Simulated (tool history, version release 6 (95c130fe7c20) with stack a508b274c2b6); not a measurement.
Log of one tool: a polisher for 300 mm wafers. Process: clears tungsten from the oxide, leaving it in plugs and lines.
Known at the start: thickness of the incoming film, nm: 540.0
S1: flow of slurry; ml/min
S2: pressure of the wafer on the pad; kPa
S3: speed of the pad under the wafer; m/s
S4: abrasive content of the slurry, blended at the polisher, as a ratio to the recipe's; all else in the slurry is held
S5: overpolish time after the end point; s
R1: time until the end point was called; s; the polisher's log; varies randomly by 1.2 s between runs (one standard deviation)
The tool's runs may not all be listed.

Run 1, hour 0: S1 160 ml/min, S2 29 kPa, S3 1.06 m/s, S4 1, S5 19 s. Result: R1 91.748 s.
Run 2, hour 2.3: S1 160 ml/min, S2 29 kPa, S3 1.06 m/s, S4 1.15, S5 19 s. Result: R1 84.431 s.
Run 3, hour 7.9: S1 160 ml/min, S2 30.3 kPa, S3 1.06 m/s, S4 1.15, S5 19 s. Result: R1 82.073 s.
Run 4, hour 9.8: S1 160 ml/min, S2 30.3 kPa, S3 1.06 m/s, S4 1.3, S5 19 s. Result: R1 77.128 s.
Run 5, hour 15.8: S1 160 ml/min, S2 31.7 kPa, S3 1.06 m/s, S4 1.3, S5 19 s. Result: R1 74.079 s.
Run 6, hour 22.6: S1 190 ml/min, S2 31.7 kPa, S3 1.06 m/s, S4 1.3, S5 19 s. Result: R1 72.176 s.
Run 7, hour 23.2: S1 190 ml/min, S2 32.4 kPa, S3 1.06 m/s, S4 1.3, S5 19 s. Result: R1 72.833 s.
Run 8, hour 25.6: S1 190 ml/min, S2 33.1 kPa, S3 1.06 m/s, S4 1.3, S5 19 s. Result: R1 68.825 s.
Run 9, hour 32.9: S1 190 ml/min, S2 33.8 kPa, S3 1.06 m/s, S4 1.3, S5 19 s. Result: R1 69.744 s.

Predict the results of run 10:
Run 10, hour 41.2: S1 190 ml/min, S2 34.5 kPa, S3 1.06 m/s, S4 1.3, S5 19 s. Result: R1 ?.

R1: 71.194 s
